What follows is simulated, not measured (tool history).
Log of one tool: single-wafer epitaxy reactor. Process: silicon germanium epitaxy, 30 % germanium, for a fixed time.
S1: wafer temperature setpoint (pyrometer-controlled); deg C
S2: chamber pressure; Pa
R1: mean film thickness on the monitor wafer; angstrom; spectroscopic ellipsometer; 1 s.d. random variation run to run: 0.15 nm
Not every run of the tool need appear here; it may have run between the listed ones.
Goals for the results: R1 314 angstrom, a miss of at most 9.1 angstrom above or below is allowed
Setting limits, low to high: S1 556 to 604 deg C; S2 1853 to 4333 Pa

run 1 hour=0 | S1=580 S2=3093 | R1=474.46
run 2 hour=4.7 | S1=586 S2=3093 | R1=536.31
run 3 hour=6.6 | S1=581 S2=3066 | R1=478.22
run 4 hour=8.9 | S1=581 S2=3626 | R1=529.78
run 5 hour=16 | S1=572 S2=3626 | R1=431.9
run 6 hour=23.8 | S1=564 S2=3626 | R1=361.27
run 7 hour=30.2 | S1=563 S2=3626 | R1=352.5
run 8 hour=30.8 | S1=562 S2=3626 | R1=344.54
run 9 hour=34.7 | S1=562 S2=3626 | R1=345.76
run 10 hour=41.9 | S1=556 S2=3586 | R1=300.21

Next run, 5 choices. One meets every target within its allowed miss, the rest don't. Which?
run A hour=49.1 | S1=558 S2=3093 | R1=?
run B hour=49.1 | S1=559 S2=3066 | R1=?
run C hour=49.1 | S1=559 S2=3480 | R1=?
run D hour=49.1 | S1=557 S2=3386 | R1=?
run E hour=49.1 | S1=559 S2=3093 | R1=?

move=A R1=289.44
move=B R1=294.67
move=C R1=317.29
move=D R1=298.26
move=E R1=296.21
A: its largest miss is bigger than the last run's
B: its largest miss is bigger than the last run's
C: each result inside its tolerance
D: its largest miss is bigger than the last run's
E: its largest miss is bigger than the last run's
The right move is C.

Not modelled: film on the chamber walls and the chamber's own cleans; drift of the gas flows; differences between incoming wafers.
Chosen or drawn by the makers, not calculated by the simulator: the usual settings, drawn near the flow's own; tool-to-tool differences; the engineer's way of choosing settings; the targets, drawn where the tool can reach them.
